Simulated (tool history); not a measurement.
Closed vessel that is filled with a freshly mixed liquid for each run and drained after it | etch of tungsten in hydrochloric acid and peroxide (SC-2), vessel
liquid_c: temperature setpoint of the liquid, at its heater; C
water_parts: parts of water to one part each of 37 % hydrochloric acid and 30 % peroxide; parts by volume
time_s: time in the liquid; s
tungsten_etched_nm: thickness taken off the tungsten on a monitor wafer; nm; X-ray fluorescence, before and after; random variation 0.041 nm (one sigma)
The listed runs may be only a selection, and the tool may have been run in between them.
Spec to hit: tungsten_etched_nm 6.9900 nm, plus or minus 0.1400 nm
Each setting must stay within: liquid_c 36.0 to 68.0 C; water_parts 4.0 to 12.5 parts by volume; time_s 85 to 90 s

{"run": 1, "hour": 0.0, "liquid_c": 52.0, "water_parts": 7.0, "time_s": 85, "tungsten_etched_nm": 17.329}
{"run": 2, "hour": 5.5, "liquid_c": 47.5, "water_parts": 7.0, "time_s": 85, "tungsten_etched_nm": 12.948}
{"run": 3, "hour": 13.1, "liquid_c": 44.5, "water_parts": 7.0, "time_s": 85, "tungsten_etched_nm": 10.449}
{"run": 4, "hour": 15.2, "liquid_c": 42.5, "water_parts": 7.0, "time_s": 85, "tungsten_etched_nm": 9.2088}
{"run": 5, "hour": 16.1, "liquid_c": 41.0, "water_parts": 7.0, "time_s": 85, "tungsten_etched_nm": 8.2549}
{"run": 6, "hour": 17.1, "liquid_c": 46.0, "water_parts": 7.0, "time_s": 85, "tungsten_etched_nm": 11.675}
{"run": 7, "hour": 25.5, "liquid_c": 43.5, "water_parts": 7.0, "time_s": 85, "tungsten_etched_nm": 9.8322}
{"run": 8, "hour": 33.8, "liquid_c": 37.5, "water_parts": 7.0, "time_s": 85, "tungsten_etched_nm": 6.5274}
{"run": 9, "hour": 35.5, "liquid_c": 38.0, "water_parts": 7.0, "time_s": 85, "tungsten_etched_nm": 6.7231}
{"hour": 40.2, "done": "thermometer replaced"}
{"run": 10, "hour": 40.2, "liquid_c": 38.5, "water_parts": 7.0, "time_s": 85, "tungsten_etched_nm": 5.9208}
{"run": 11, "hour": 47.6, "liquid_c": 39.0, "water_parts": 7.0, "time_s": 85, "tungsten_etched_nm": 6.166}
{"run": 12, "hour": 48.6, "liquid_c": 39.5, "water_parts": 7.0, "time_s": 85, "tungsten_etched_nm": 6.3454}
{"run": 13, "hour": 50.6, "liquid_c": 40.0, "water_parts": 7.0, "time_s": 85, "tungsten_etched_nm": 6.5079}
{"run": 14, "hour": 51.4, "liquid_c": 40.5, "water_parts": 7.0, "time_s": 85, "tungsten_etched_nm": 6.7642}

5 next moves are on the table. One of them brings every result within its allowed miss. Which?
{"run": "A", "hour": 52.2, "liquid_c": 41.0, "water_parts": 8.0, "time_s": 90, "tungsten_etched_nm": "?"}
{"run": "B", "hour": 52.2, "liquid_c": 40.0, "water_parts": 7.0, "time_s": 90, "tungsten_etched_nm": "?"}
{"run": "C", "hour": 52.2, "liquid_c": 41.0, "water_parts": 7.5, "time_s": 85, "tungsten_etched_nm": "?"}
{"run": "D", "hour": 52.2, "liquid_c": 43.0, "water_parts": 9.5, "time_s": 90, "tungsten_etched_nm": "?"}
{"run": "E", "hour": 52.2, "liquid_c": 37.5, "water_parts": 5.5, "time_s": 85, "tungsten_etched_nm": "?"}

move=A tungsten_etched_nm=6.7615
move=B tungsten_etched_nm=6.9995
move=C tungsten_etched_nm=6.7220
move=D tungsten_etched_nm=6.7646
move=E tungsten_etched_nm=6.6330
A: as far off as the last run
B: every result lands within tolerance
C: misses by more than the last run did
D: as far off as the last run
E: misses by more than the last run did
The right move is B.

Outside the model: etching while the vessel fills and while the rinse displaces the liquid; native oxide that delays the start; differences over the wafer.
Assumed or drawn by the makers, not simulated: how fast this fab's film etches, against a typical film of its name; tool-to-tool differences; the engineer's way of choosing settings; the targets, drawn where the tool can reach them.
